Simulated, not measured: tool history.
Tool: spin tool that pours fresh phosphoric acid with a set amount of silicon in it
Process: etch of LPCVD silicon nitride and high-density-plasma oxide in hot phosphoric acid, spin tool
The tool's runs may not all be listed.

| run | day | temperature setpoint of the liquid (C) | silicon dissolved in the acid as it is poured (mg a litre) | time under the liquid (s) | thickness taken off the LPCVD silicon nitride on a monitor wafer (nm) | thickness taken off the high-density-plasma oxide on a monitor wafer (nm) |
|---|---|---|---|---|---|---|
| 1 | 0 | 163 | 20.5 | 180 | 19.783 | 0.75242 |
| 2 | 0.338 | 162.5 | 21 | 160 | 17.607 | 0.63327 |
| 3 | 0.692 | 162.5 | 21 | 95 | 10.364 | 0.36097 |
| 4 | 1.021 | 162.5 | 21 | 60 | 6.4927 | 0.23281 |
| 5 | 1.375 | 162.5 | 21 | 95 | 10.375 | 0.3676 |
| 6 | 1.512 | 162.5 | 25.5 | 95 | 10.409 | 0.30654 |
| 7 | 1.675 | 163 | 25.5 | 95 | 10.658 | 0.34848 |
| 8 | 1.8 | 164 | 30 | 105 | 12.072 | 0.34529 |
| 9 | 2.158 | 164 | 29 | 105 | 11.891 | 0.34344 |
| 10 | 2.521 | 164 | 28 | 105 | 11.978 | 0.35596 |
| 11 | 2.558 | 164 | 27.5 | 105 | 12.121 | 0.37027 |
| 12 | 2.858 | 164 | 27 | 105 | 11.917 | 0.36842 |

The next listed run, before its measurement:
| 13 | 3.15 | 164 | 26.5 | 105 | ? | ? |

{"run 13": {"thickness taken off the LPCVD silicon nitride on a monitor wafer (nm)": 11.998, "thickness taken off the high-density-plasma oxide on a monitor wafer (nm)": 0.37791}}
